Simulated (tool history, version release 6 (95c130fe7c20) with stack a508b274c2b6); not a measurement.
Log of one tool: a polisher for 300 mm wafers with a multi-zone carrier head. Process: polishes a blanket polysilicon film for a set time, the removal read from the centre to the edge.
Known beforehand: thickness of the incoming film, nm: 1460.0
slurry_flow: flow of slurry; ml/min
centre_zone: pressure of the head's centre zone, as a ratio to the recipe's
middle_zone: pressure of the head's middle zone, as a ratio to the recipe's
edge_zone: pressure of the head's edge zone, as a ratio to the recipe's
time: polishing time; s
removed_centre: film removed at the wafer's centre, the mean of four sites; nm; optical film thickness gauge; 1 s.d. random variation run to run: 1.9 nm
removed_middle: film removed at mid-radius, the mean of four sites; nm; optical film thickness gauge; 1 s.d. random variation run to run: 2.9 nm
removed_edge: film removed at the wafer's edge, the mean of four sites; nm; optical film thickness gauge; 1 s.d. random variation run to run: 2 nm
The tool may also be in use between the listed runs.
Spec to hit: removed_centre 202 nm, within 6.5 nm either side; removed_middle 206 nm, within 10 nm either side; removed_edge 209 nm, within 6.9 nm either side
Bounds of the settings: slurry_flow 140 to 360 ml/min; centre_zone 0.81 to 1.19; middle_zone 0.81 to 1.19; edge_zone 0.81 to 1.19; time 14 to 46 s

Run 1, hour 0: slurry_flow 230 ml/min, centre_zone 1, middle_zone 1, edge_zone 1, time 30 s. Result: removed_centre 370.2 nm, removed_middle 357.04 nm, removed_edge 366.07 nm.
Run 2, hour 4.4: slurry_flow 230 ml/min, centre_zone 1, middle_zone 1, edge_zone 0.96, time 30 s. Result: removed_centre 380.2 nm, removed_middle 360.09 nm, removed_edge 361.54 nm.
Run 3, hour 8.5: slurry_flow 230 ml/min, centre_zone 1, middle_zone 0.97, edge_zone 0.96, time 30 s. Result: removed_centre 379.49 nm, removed_middle 344.63 nm, removed_edge 362.28 nm.
Run 4, hour 9: slurry_flow 260 ml/min, centre_zone 1, middle_zone 0.97, edge_zone 0.96, time 30 s. Result: removed_centre 385.16 nm, removed_middle 355 nm, removed_edge 358.16 nm.
Run 5, hour 9.6: slurry_flow 260 ml/min, centre_zone 1, middle_zone 0.97, edge_zone 0.96, time 26 s. Result: removed_centre 326.9 nm, removed_middle 307.96 nm, removed_edge 316.04 nm.
Run 6, hour 15.6: slurry_flow 265 ml/min, centre_zone 0.99, middle_zone 0.97, edge_zone 0.95, time 25 s. Result: removed_centre 315.91 nm, removed_middle 292.74 nm, removed_edge 304.11 nm.
Run 7, hour 17.2: slurry_flow 270 ml/min, centre_zone 0.98, middle_zone 0.97, edge_zone 0.94, time 24 s. Result: removed_centre 294.76 nm, removed_middle 290.62 nm, removed_edge 290.62 nm.
Run 8, hour 24.8: slurry_flow 270 ml/min, centre_zone 0.97, middle_zone 0.96, edge_zone 0.93, time 23 s. Result: removed_centre 281.94 nm, removed_middle 271.04 nm, removed_edge 275.69 nm.
Run 9, hour 30.3: slurry_flow 270 ml/min, centre_zone 0.97, middle_zone 0.96, edge_zone 0.93, time 23 s. Result: removed_centre 284.41 nm, removed_middle 267.57 nm, removed_edge 279.14 nm.
Run 10, hour 38.6: slurry_flow 275 ml/min, centre_zone 0.96, middle_zone 0.96, edge_zone 0.92, time 22 s. Result: removed_centre 271.98 nm, removed_middle 258.55 nm, removed_edge 260.12 nm.
Run 11, hour 44.9: slurry_flow 270 ml/min, centre_zone 0.94, middle_zone 0.96, edge_zone 0.92, time 22 s. Result: removed_centre 262.85 nm, removed_middle 254.11 nm, removed_edge 257.42 nm.
Run 12, hour 45.5: slurry_flow 265 ml/min, centre_zone 0.92, middle_zone 0.96, edge_zone 0.92, time 22 s. Result: removed_centre 258.63 nm, removed_middle 263.18 nm, removed_edge 261.01 nm.
Run 13, hour 48.6: slurry_flow 265 ml/min, centre_zone 0.91, middle_zone 0.95, edge_zone 0.91, time 22 s. Result: removed_centre 257.31 nm, removed_middle 261.19 nm, removed_edge 261.42 nm.
Run 14, hour 52: slurry_flow 265 ml/min, centre_zone 0.9, middle_zone 0.94, edge_zone 0.9, time 21 s. Result: removed_centre 234.52 nm, removed_middle 242.35 nm, removed_edge 251.95 nm.
Run 15, hour 60.3: slurry_flow 270 ml/min, centre_zone 0.9, middle_zone 0.94, edge_zone 0.89, time 21 s. Result: removed_centre 239.94 nm, removed_middle 248.23 nm, removed_edge 244.51 nm.
Run 16, hour 68.3: slurry_flow 270 ml/min, centre_zone 0.9, middle_zone 0.93, edge_zone 0.88, time 21 s. Result: removed_centre 239.24 nm, removed_middle 236.63 nm, removed_edge 246.03 nm.
Run 17, hour 74.4: slurry_flow 270 ml/min, centre_zone 0.9, middle_zone 0.93, edge_zone 0.87, time 21 s. Result: removed_centre 243.52 nm, removed_middle 237.44 nm, removed_edge 245.12 nm.
Run 18, hour 78.2: slurry_flow 270 ml/min, centre_zone 0.9, middle_zone 0.93, edge_zone 0.87, time 21 s. Result: removed_centre 238.3 nm, removed_middle 241.22 nm, removed_edge 245.17 nm.
Run 19, hour 85.5: slurry_flow 280 ml/min, centre_zone 0.89, middle_zone 0.92, edge_zone 0.85, time 19 s. Result: removed_centre 212.78 nm, removed_middle 217.85 nm, removed_edge 218.15 nm.
Run 20, hour 91: slurry_flow 280 ml/min, centre_zone 0.88, middle_zone 0.9, edge_zone 0.83, time 19 s. Result: removed_centre 211.47 nm, removed_middle 216.69 nm, removed_edge 215.68 nm.
Run 21, hour 93.5: slurry_flow 275 ml/min, centre_zone 0.87, middle_zone 0.88, edge_zone 0.82, time 19 s. Result: removed_centre 208.81 nm, removed_middle 203.48 nm, removed_edge 215.68 nm.

Which one of the following 4 next-run settings gets every result inside its allowed miss? There is exactly one.
Run A, hour 96: slurry_flow 260 ml/min, centre_zone 0.91, middle_zone 0.93, edge_zone 0.81, time 19 s. Result: removed_centre ?, removed_middle ?, removed_edge ?.
Run B, hour 96: slurry_flow 250 ml/min, centre_zone 0.92, middle_zone 0.83, edge_zone 0.81, time 18 s. Result: removed_centre ?, removed_middle ?, removed_edge ?.
Run C, hour 96: slurry_flow 275 ml/min, centre_zone 0.86, middle_zone 0.84, edge_zone 0.86, time 19 s. Result: removed_centre ?, removed_middle ?, removed_edge ?.
Run D, hour 96: slurry_flow 275 ml/min, centre_zone 0.88, middle_zone 0.91, edge_zone 0.84, time 18 s. Result: removed_centre ?, removed_middle ?, removed_edge ?.

move  removed_centre  removed_middle  removed_edge
   A          219.33          214.42         214.7
   B          209.03          184.18        203.08
   C          208.28          198.21        221.63
   D          202.05          200.59        207.58
A: further off than the last run
B: further off than the last run
C: the furthest-off result lands on target, but another misses its tolerance
D: in spec on every target
Correct choice: D, which meets every target

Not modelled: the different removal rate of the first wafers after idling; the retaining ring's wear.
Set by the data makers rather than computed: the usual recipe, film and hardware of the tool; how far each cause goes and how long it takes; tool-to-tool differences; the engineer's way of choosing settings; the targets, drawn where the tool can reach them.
